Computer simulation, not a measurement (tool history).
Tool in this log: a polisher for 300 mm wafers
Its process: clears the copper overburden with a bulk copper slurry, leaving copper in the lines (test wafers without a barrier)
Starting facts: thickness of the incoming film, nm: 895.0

run	hour	flow of slurry (ml/min)	pressure of the wafer on the pad (psi)	speed of the pad under the wafer (m/s)	abrasive content of the slurry	overpolish time after the end point (s)	time until the end point was called (s)	dishing of a wide line in a test structure (Å)
1	0.0	240	2.4	1.20	1.0	28	115.60	767.54
2	3.5	240	2.2	1.20	1.0	29	124.39	728.33
3	4.5	240	2.2	1.20	1.0	34	125.70	774.54
4	9.0	240	2.2	1.20	1.0	42	124.03	806.37
5	16.8	240	2.0	1.20	1.0	41	134.18	794.97
6	23.7	295	2.0	1.20	1.0	41	134.07	762.90

Forecast run 7:
7	24.9	295	1.9	1.20	1.0	40	?	?

{"run 7": {"time until the end point was called (s)": 140.92, "dishing of a wide line in a test structure (Å)": 751.56}}
